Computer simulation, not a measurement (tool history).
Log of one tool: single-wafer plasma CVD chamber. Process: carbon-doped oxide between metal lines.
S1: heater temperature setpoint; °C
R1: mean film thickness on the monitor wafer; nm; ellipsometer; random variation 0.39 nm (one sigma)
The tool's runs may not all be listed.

{"run": 1, "hour": 0.0, "S1": 350, "chamber pressure (mTorr)": 5050, "RF power (W)": 480, "deposition time (s)": 21.5, "R1": 112.11}
{"run": 2, "hour": 3.6, "S1": 352, "chamber pressure (mTorr)": 4790, "RF power (W)": 470, "deposition time (s)": 21.5, "R1": 108.95}
{"run": 3, "hour": 8.3, "S1": 352, "chamber pressure (mTorr)": 5680, "RF power (W)": 470, "deposition time (s)": 21.5, "R1": 112.11}
{"run": 4, "hour": 16.0, "S1": 360, "chamber pressure (mTorr)": 5680, "RF power (W)": 470, "deposition time (s)": 21.5, "R1": 110.1}
{"run": 5, "hour": 18.3, "S1": 360, "chamber pressure (mTorr)": 5680, "RF power (W)": 470, "deposition time (s)": 21.5, "R1": 110.64}
{"run": 6, "hour": 24.1, "S1": 361, "chamber pressure (mTorr)": 5420, "RF power (W)": 460, "deposition time (s)": 21.5, "R1": 106.85}
{"run": 7, "hour": 27.9, "S1": 362, "chamber pressure (mTorr)": 5250, "RF power (W)": 455, "deposition time (s)": 21.5, "R1": 104.72}
{"run": 8, "hour": 31.5, "S1": 363, "chamber pressure (mTorr)": 5150, "RF power (W)": 455, "deposition time (s)": 21.5, "R1": 104.52}
{"run": 9, "hour": 35.2, "S1": 364, "chamber pressure (mTorr)": 5050, "RF power (W)": 455, "deposition time (s)": 21.5, "R1": 103.87}

The next listed run, before its measurement:
{"run": 10, "hour": 42.2, "S1": 365, "chamber pressure (mTorr)": 4960, "RF power (W)": 455, "deposition time (s)": 21.5, "R1": "?"}

R1: 103.4 nm
